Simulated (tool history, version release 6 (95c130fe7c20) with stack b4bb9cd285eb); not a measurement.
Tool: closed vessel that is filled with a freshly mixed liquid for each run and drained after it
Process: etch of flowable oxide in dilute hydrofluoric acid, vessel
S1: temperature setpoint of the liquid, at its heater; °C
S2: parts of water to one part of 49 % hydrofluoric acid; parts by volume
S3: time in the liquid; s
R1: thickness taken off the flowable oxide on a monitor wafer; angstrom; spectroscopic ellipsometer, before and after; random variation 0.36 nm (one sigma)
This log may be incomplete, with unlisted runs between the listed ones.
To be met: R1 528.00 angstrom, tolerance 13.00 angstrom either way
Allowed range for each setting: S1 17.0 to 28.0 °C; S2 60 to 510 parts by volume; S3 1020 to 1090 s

{"run": 1, "day": 0.0, "S1": 20.0, "S2": 285, "S3": 1020, "R1": 652.53}
{"run": 2, "day": 0.179, "S1": 19.5, "S2": 290, "S3": 1020, "R1": 633.62}
{"run": 3, "day": 0.4, "S1": 19.0, "S2": 295, "S3": 1020, "R1": 613.08}
{"run": 4, "day": 0.654, "S1": 22.5, "S2": 295, "S3": 1020, "R1": 680.34}
{"run": 5, "day": 0.796, "S1": 22.5, "S2": 250, "S3": 1020, "R1": 847.66}
{"run": 6, "day": 1.108, "S1": 21.0, "S2": 265, "S3": 1020, "R1": 732.91}
{"run": 7, "day": 1.167, "S1": 20.0, "S2": 275, "S3": 1020, "R1": 684.38}
{"run": 8, "day": 1.529, "S1": 19.5, "S2": 285, "S3": 1020, "R1": 637.81}

Pick the move, out of 5, that brings all results within their allowed miss; only one does.
{"run": "A", "day": 1.892, "S1": 21.0, "S2": 295, "S3": 1090, "R1": "?"}
{"run": "B", "day": 1.892, "S1": 20.5, "S2": 275, "S3": 1050, "R1": "?"}
{"run": "C", "day": 1.892, "S1": 19.0, "S2": 325, "S3": 1020, "R1": "?"}
{"run": "D", "day": 1.892, "S1": 18.5, "S2": 245, "S3": 1090, "R1": "?"}
{"run": "E", "day": 1.892, "S1": 19.0, "S2": 300, "S3": 1020, "R1": "?"}

move=A R1=690.39
move=B R1=714.41
move=C R1=530.73
move=D R1=795.56
move=E R1=588.23
A: moves away from the targets compared with the last run
B: moves away from the targets compared with the last run
C: all results in spec
D: moves away from the targets compared with the last run
E: nearer the targets than the last run, but a result is still out of spec
The right move is C.

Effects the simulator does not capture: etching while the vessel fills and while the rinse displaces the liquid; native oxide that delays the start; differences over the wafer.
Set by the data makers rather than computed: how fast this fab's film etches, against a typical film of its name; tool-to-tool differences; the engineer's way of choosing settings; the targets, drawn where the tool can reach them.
